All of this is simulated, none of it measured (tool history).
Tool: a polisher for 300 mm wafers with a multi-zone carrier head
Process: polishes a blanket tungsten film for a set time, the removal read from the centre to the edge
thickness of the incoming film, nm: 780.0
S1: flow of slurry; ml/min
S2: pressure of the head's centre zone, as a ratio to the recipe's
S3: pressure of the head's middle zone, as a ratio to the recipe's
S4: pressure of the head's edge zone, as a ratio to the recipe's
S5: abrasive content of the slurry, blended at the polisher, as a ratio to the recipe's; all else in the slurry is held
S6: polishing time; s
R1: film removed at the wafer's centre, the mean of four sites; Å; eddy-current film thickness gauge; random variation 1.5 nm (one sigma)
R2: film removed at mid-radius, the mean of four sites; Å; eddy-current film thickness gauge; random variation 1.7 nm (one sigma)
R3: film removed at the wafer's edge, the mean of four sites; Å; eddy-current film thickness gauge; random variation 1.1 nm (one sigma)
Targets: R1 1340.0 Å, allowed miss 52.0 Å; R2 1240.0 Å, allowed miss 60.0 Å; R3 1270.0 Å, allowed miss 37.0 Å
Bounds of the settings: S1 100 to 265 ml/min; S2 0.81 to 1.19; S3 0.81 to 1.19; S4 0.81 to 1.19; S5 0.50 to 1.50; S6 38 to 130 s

run    day   S1    S2    S3    S4    S5  S6      R1      R2      R3
  1  0.000  170  1.00  1.00  1.00  1.00  84  2342.7  2340.5  2459.2
  2  0.283  185  1.00  1.00  1.00  1.00  84  2344.3  2389.2  2485.9
  3  0.654  185  1.00  0.93  1.00  1.00  84  2392.5  2300.9  2426.8
  4  0.683  185  1.00  0.93  0.94  1.00  84  2405.1  2295.7  2380.6
  5  0.971  180  1.00  0.92  0.93  0.95  79  2178.1  2106.5  2204.6
  6  1.062  180  1.00  0.92  0.93  0.95  96  2707.6  2502.3  2679.7
  7  1.429  180  1.01  0.91  0.92  0.90  89  2467.9  2288.2  2419.5
  8  1.608  145  1.04  0.81  0.82  0.65  66  1619.1  1316.1  1468.8
  9  1.700  140  1.03  0.82  0.82  0.65  65  1546.6  1321.8  1452.1
 10  1.988  140  1.03  0.83  0.82  0.65  64  1523.3  1341.2  1432.6
 11  2.100  135  1.03  0.83  0.82  0.65  63  1499.4  1254.4  1392.0
 12  2.342  120  1.00  0.93  0.81  0.50  59  1166.4  1153.4  1144.0
 13  2.533  130  1.00  0.92  0.81  0.50  59  1206.2  1135.3  1157.8
 14  2.858  135  1.00  0.92  0.82  0.50  59  1214.5  1122.3  1158.9
 15  3.038  185  1.01  0.98  0.90  0.65  60  1491.7  1461.7  1421.6
 16  3.317  175  1.01  0.97  0.89  0.65  60  1469.0  1411.8  1415.2
 17  3.379  170  1.01  0.96  0.88  0.65  60  1445.6  1380.8  1388.9
 18  3.496  165  1.01  0.96  0.87  0.65  60  1487.0  1394.2  1407.8
 19  3.600  165  1.01  0.96  0.87  0.65  60  1439.8  1372.8  1388.9
 20  3.729  165  1.01  0.96  0.87  0.65  60  1472.5  1376.7  1405.8
 21  4.062  130  1.00  0.93  0.81  0.50  59  1219.9  1167.9  1144.5
 22  4.292  180  1.00  0.92  0.86  0.50  58  1241.4  1211.6  1213.4
 23  4.504  185  1.01  0.92  0.86  0.50  58  1288.9  1193.1  1214.4
 24  4.596  185  1.01  0.92  0.87  0.50  58  1283.5  1189.0  1221.8
 25  4.792  210  1.02  0.94  0.90  0.55  58  1372.3  1285.6  1330.3
 26  4.912  210  1.02  0.94  0.90  0.55  58  1385.6  1280.8  1300.2
 27  4.938  210  1.02  0.94  0.90  0.55  58  1385.3  1330.5  1316.5
 28  5.075  205  1.02  0.93  0.90  0.55  58  1370.9  1255.8  1298.7

4 next moves are on the table. One of them brings every result within its allowed miss. Which?
  A  5.212  170  0.99  0.87  1.01  0.65  56   ?   ?   ?
  B  5.212  235  1.01  0.90  0.87  0.75  50   ?   ?   ?
  C  5.212  215  0.95  0.97  0.81  0.50  58   ?   ?   ?
  D  5.212  195  0.96  0.91  0.95  0.50  62   ?   ?   ?

move      R1      R2      R3
   A  1311.4  1214.7  1413.4
   B  1325.1  1224.4  1282.9
   C  1211.4  1255.0  1211.9
   D  1289.1  1266.7  1379.9
A: further off than the last run
B: meets every target
C: takes the result that was furthest off past its target
D: further off than the last run
The right move is B.
